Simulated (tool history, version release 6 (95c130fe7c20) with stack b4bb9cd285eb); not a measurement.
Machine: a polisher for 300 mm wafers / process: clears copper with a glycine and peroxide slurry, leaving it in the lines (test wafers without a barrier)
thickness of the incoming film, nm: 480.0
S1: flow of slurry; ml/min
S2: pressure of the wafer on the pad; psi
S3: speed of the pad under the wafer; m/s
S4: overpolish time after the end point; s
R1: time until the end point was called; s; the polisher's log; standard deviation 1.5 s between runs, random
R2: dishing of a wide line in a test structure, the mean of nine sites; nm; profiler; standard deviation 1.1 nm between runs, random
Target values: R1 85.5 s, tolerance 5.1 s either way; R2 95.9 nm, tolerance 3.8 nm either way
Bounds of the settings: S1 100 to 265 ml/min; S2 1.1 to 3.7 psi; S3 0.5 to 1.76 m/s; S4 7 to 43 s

run,hour,S1,S2,S3,S4,R1,R2
1,0,170,2.4,1.12,22,113.73,68.005
2,0.9,170,2.4,1.12,13,115.4,43.494
3,4.7,170,1.8,1.12,13,145.45,35.021
4,10.8,170,1.8,1.12,7,145.09,20.415
5,15.7,170,1.9,1.16,9,136.25,27.634
6,23.8,195,1.9,1.16,9,130.29,27.732
7,30.8,195,1.9,1.16,9,129.35,27.889
8,37.2,185,2.3,1.48,19,94.338,70.24
9,39.3,180,2.4,1.48,19,88.968,72.393

Pick the move, out of 4, that brings all results within their allowed miss; only one does.
A,41.4,155,2.4,1.38,37,?,?
B,41.4,170,2.6,1.48,27,?,?
C,41.4,160,2.7,1.48,10,?,?
D,41.4,245,2.5,1.2,31,?,?

move,R1,R2
A,94.347,105.71
B,82.018,95.715
C,79.965,46.764
D,97.401,94.448
A: takes the result that was furthest off past its target
B: hits every target within its allowed miss
C: moves away from the targets compared with the last run
D: the furthest-off result lands on target, but another misses its tolerance
Move B is the one to make.

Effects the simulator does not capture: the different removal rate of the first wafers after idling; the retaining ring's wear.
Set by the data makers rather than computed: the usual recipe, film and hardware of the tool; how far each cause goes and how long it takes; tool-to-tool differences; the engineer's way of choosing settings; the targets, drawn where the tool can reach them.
